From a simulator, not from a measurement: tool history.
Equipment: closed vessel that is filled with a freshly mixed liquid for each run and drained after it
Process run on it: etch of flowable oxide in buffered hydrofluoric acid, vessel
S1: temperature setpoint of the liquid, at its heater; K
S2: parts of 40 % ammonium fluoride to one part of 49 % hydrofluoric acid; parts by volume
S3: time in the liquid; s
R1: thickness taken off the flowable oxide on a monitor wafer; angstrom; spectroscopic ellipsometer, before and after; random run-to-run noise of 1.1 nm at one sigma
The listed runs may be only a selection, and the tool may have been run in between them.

run,hour,S1,S2,S3,R1
1,0.0,295.15,10.5,35,908.88
2,2.4,295.15,10.5,35,892.92
3,8.0,295.15,10.5,35,902.79
4,16.7,297.65,10.5,35,1020.50
5,18.2,297.65,10.5,30,891.19
6,23.7,297.65,10.5,30,891.20
7,29.7,298.15,10.0,30,949.29
8,34.7,298.65,9.5,30,995.60
9,42.7,299.15,9.0,30,1064.00
10,44.3,299.65,8.5,30,1181.50
11,51.1,300.15,8.5,30,1217.40
12,57.4,303.15,7.0,30,1745.50

What will run 13 give?
13,63.7,302.15,7.0,30,?

R1: 1654.90 angstrom
